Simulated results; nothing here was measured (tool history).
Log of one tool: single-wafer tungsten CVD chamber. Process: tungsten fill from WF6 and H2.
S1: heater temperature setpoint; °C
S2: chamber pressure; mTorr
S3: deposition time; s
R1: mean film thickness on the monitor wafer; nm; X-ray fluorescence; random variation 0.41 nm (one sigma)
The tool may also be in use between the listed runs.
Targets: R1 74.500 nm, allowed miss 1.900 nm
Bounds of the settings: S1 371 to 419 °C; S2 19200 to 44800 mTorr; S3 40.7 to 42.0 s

{"run": 1, "hour": 0.0, "S1": 395, "S2": 32000, "S3": 40.7, "R1": 109.18}
{"run": 2, "hour": 3.5, "S1": 387, "S2": 32000, "S3": 40.7, "R1": 94.986}
{"run": 3, "hour": 9.6, "S1": 384, "S2": 31900, "S3": 40.7, "R1": 89.314}
{"run": 4, "hour": 15.5, "S1": 384, "S2": 31900, "S3": 42.0, "R1": 92.838}
{"run": 5, "hour": 24.4, "S1": 382, "S2": 31800, "S3": 42.0, "R1": 89.643}
{"run": 6, "hour": 27.0, "S1": 382, "S2": 26600, "S3": 42.0, "R1": 81.29}
{"run": 7, "hour": 29.1, "S1": 382, "S2": 26600, "S3": 42.0, "R1": 81.339}
{"run": 8, "hour": 30.6, "S1": 381, "S2": 26600, "S3": 42.0, "R1": 80.191}

Which of these 5 next moves meets every target?
{"run": "A", "hour": 32.1, "S1": 380, "S2": 23700, "S3": 40.7, "R1": "?"}
{"run": "B", "hour": 32.1, "S1": 383, "S2": 23500, "S3": 40.7, "R1": "?"}
{"run": "C", "hour": 32.1, "S1": 378, "S2": 34900, "S3": 41.0, "R1": "?"}
{"run": "D", "hour": 32.1, "S1": 383, "S2": 19900, "S3": 42.0, "R1": "?"}
{"run": "E", "hour": 32.1, "S1": 387, "S2": 27700, "S3": 42.0, "R1": "?"}

move=A R1=71.981
move=B R1=75.515
move=C R1=86.176
move=D R1=70.900
move=E R1=91.459
A: takes the result that was furthest off past its target
B: meets every target
C: further off than the last run
D: takes the result that was furthest off past its target
E: further off than the last run
Answer: B
